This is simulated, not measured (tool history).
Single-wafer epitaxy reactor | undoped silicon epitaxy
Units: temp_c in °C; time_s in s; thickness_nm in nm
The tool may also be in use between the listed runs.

| run | hour | temp_c | time_s | thickness_nm |
|---|---|---|---|---|
| 1 | 0.0 | 655 | 339 | 61.186 |
| 2 | 6.9 | 660 | 339 | 69.350 |
| 3 | 14.1 | 652 | 339 | 56.849 |
| 4 | 17.6 | 652 | 386 | 65.013 |
| 5 | 23.7 | 661 | 400 | 83.402 |
| 6 | 28.4 | 667 | 410 | 97.359 |

The next listed run, before its measurement:
| 7 | 30.0 | 671 | 420 | ? |

thickness_nm: 111.180 nm
